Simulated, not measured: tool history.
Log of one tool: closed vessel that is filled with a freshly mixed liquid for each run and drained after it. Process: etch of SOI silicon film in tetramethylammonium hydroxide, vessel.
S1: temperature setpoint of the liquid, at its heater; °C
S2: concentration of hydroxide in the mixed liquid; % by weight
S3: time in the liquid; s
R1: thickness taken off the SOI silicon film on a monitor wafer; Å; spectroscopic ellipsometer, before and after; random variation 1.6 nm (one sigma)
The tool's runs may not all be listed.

Run 1, hour 0.0: S1 65.0 °C, S2 14.5 % by weight, S3 30 s. Result: R1 1187.1 Å.
Run 2, hour 5.5: S1 65.0 °C, S2 14.5 % by weight, S3 30 s. Result: R1 1220.2 Å.
Run 3, hour 6.8: S1 65.5 °C, S2 14.5 % by weight, S3 30 s. Result: R1 1253.5 Å.
Run 4, hour 10.6: S1 65.5 °C, S2 12.5 % by weight, S3 30 s. Result: R1 1342.1 Å.
Run 5, hour 13.9: S1 66.0 °C, S2 12.5 % by weight, S3 30 s. Result: R1 1370.8 Å.
Run 6, hour 15.4: S1 66.0 °C, S2 12.5 % by weight, S3 30 s. Result: R1 1384.2 Å.
Run 7, hour 20.6: S1 66.5 °C, S2 12.5 % by weight, S3 30 s. Result: R1 1410.0 Å.

The next listed run, before its measurement:
Run 8, hour 29.1: S1 71.0 °C, S2 12.5 % by weight, S3 30 s. Result: R1 ?.

R1: 1850.3 Å
